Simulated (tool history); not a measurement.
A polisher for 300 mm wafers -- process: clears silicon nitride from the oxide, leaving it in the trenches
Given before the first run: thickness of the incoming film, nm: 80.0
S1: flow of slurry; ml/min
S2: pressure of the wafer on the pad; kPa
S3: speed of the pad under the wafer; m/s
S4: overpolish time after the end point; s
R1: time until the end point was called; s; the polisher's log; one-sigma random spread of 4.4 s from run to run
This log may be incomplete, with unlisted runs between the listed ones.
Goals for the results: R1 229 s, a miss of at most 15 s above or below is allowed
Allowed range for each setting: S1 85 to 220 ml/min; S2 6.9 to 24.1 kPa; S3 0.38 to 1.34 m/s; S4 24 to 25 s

run	hour	S1	S2	S3	S4	R1
1	0	140	15.2	0.86	24	136.36
2	5.9	140	15.2	0.72	24	156.48
3	12.7	140	15.2	0.72	24	164.24
4	21.5	140	15.2	0.72	24	161.99
5	29.8	140	15.2	0.9	24	129.66
6	31.8	140	13.1	0.88	24	151.03
7	35.2	140	13.1	0.88	24	149.51
8	37.5	140	11.7	0.86	24	175.65
9	43.5	140	11	0.86	24	189
10	45.8	140	10.3	0.86	24	195.63
11	47.3	140	7.6	0.84	24	278.96
12	51.4	140	7.6	0.84	24	265.88
13	53	140	8.3	0.84	24	249.56

Exactly one of the 5 candidate moves below puts every result within its allowed miss. Which one?
A	54.6	205	9.7	0.74	25	?
B	54.6	145	7.6	0.88	24	?
C	54.6	145	7.6	0.86	24	?
D	54.6	155	7.6	0.88	24	?
E	54.6	130	9	0.7	25	?

move	R1
A	231.77
B	257.77
C	263.59
D	255.33
E	279.14
A: all results land within tolerance of their targets
B: lands further from the targets than the last run did
C: lands further from the targets than the last run did
D: lands further from the targets than the last run did
E: lands further from the targets than the last run did
Answer: A
